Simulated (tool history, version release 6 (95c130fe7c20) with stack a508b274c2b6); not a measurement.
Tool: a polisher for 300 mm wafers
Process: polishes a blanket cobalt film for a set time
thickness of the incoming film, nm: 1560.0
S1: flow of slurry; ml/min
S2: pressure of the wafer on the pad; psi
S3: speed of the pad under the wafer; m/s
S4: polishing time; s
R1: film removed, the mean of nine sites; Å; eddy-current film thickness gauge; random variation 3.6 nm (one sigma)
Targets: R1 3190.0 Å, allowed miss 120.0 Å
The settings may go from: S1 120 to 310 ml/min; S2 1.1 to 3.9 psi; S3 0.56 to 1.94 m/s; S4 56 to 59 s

{"run": 1, "hour": 0.0, "S1": 200, "S2": 2.5, "S3": 1.24, "S4": 56, "R1": 4282.9}
{"run": 2, "hour": 5.6, "S1": 200, "S2": 2.3, "S3": 1.24, "S4": 56, "R1": 3929.6}
{"run": 3, "hour": 10.6, "S1": 200, "S2": 2.3, "S3": 1.24, "S4": 56, "R1": 3996.5}
{"run": 4, "hour": 15.2, "S1": 180, "S2": 2.3, "S3": 1.24, "S4": 56, "R1": 3846.7}
{"run": 5, "hour": 16.8, "S1": 180, "S2": 2.0, "S3": 1.24, "S4": 56, "R1": 3450.4}
{"run": 6, "hour": 20.6, "S1": 180, "S2": 2.0, "S3": 1.24, "S4": 56, "R1": 3331.6}
{"hour": 26.1, "done": "slurry nozzle cleaned"}
{"run": 7, "hour": 26.1, "S1": 175, "S2": 2.0, "S3": 1.24, "S4": 56, "R1": 3485.6}
{"run": 8, "hour": 29.8, "S1": 175, "S2": 1.7, "S3": 1.24, "S4": 56, "R1": 2981.0}

Which of these 4 next moves meets every target?
{"run": "A", "hour": 33.5, "S1": 195, "S2": 1.9, "S3": 1.18, "S4": 56, "R1": "?"}
{"run": "B", "hour": 33.5, "S1": 185, "S2": 1.4, "S3": 1.32, "S4": 59, "R1": "?"}
{"run": "C", "hour": 33.5, "S1": 205, "S2": 2.1, "S3": 0.84, "S4": 59, "R1": "?"}
{"run": "D", "hour": 33.5, "S1": 175, "S2": 1.5, "S3": 1.3, "S4": 56, "R1": "?"}

move=A R1=3172.1
move=B R1=2763.4
move=C R1=2670.8
move=D R1=2736.7
A: meets every target
B: further off than the last run
C: further off than the last run
D: further off than the last run
Move A is the one to make.

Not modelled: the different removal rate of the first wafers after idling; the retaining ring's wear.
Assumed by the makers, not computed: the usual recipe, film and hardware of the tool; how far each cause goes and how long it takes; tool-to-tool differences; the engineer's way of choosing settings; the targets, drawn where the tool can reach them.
